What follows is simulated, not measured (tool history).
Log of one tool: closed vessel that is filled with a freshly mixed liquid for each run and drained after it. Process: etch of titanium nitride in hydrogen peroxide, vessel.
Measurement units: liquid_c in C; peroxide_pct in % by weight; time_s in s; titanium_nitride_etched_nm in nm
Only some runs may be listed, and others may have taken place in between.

run  hour  liquid_c  peroxide_pct  time_s  titanium_nitride_etched_nm
  1   0.0      53.0            16     315                      30.106
  2   5.1      52.0            16     315                      27.966
  3   9.6      48.0            16     315                      21.065
  4  10.8      48.0            16     335                      22.474
  5  19.1      51.0            16     335                      27.769
  6  26.8      50.5            16     335                      27.151

Run 7, settings as shown, results not yet in. Your forecast:
  7  30.5      50.0            16     335                           ?

titanium_nitride_etched_nm: 25.713 nm
